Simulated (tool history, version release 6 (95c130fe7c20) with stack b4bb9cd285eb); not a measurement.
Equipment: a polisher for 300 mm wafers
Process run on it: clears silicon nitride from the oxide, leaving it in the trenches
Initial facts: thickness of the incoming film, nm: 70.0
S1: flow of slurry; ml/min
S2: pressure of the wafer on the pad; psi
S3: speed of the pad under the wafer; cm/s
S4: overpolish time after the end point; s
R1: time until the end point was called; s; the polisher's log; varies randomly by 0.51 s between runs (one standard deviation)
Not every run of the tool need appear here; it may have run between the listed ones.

run	hour	S1	S2	S3	S4	R1
1	0.0	220	2.4	116	43	71.333
2	1.7	200	2.4	116	43	71.062
3	6.0	200	2.5	116	43	68.626
4	9.6	200	2.5	116	46	68.877
5	16.2	200	2.6	116	46	66.271
6	19.5	200	2.3	116	46	74.710
7	25.6	200	2.4	116	46	72.335

Run 8 comes next. What will it give?
8	29.0	200	2.5	116	46	?

R1: 68.435 s
